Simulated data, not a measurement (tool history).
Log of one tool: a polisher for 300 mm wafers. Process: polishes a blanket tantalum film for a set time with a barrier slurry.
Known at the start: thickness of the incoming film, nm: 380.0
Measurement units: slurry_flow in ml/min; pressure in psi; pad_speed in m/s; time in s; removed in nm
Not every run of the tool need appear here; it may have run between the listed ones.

run,hour,slurry_flow,pressure,pad_speed,slurry_solids,time,removed
1,0.0,140,1.3,0.92,1.00,39,34.576
2,4.4,140,1.3,0.92,0.80,39,31.640
3,7.3,160,1.3,0.92,0.80,39,32.313
4,9.3,160,1.2,0.90,0.80,39,30.036
5,11.5,160,1.2,0.90,0.65,39,27.111
# hour 16.4: worn pad replaced by a new one
6,16.4,185,1.2,0.90,0.65,39,29.741
7,21.7,175,1.1,0.90,0.65,39,26.673
8,29.0,170,1.0,0.90,0.65,39,24.390

Run 9 is up next; what results do you expect?
9,36.8,165,0.9,0.90,0.65,39,?

Run 9 gave removed 21.911 nm.
